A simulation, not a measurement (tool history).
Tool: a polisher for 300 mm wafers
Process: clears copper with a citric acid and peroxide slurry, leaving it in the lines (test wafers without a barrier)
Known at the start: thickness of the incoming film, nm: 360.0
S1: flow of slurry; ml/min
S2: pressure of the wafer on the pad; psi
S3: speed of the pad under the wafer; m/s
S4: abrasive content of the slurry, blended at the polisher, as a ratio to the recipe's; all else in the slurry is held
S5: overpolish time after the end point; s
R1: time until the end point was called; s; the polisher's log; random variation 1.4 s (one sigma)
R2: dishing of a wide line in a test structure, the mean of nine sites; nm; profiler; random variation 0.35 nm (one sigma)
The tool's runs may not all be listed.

run	day	S1	S2	S3	S4	S5	R1	R2
1	0.000	165	3.7	0.84	1.0	12	145.95	21.123
2	0.088	165	3.9	0.84	1.0	12	135.42	21.938
3	0.421	165	3.9	0.96	1.0	12	122.83	23.963
4	0.483	165	4.0	0.96	1.0	12	121.29	24.310
5	0.529	165	4.1	0.96	1.0	12	118.75	24.685
6	0.733	165	3.3	0.96	1.0	12	143.08	20.455
7	1.004	165	3.6	0.96	1.0	12	132.60	22.709

Forecast run 8:
8	1.212	165	3.8	0.96	1.0	12	?	?

Run 8 gave R1 128.81 s, R2 23.488 nm.
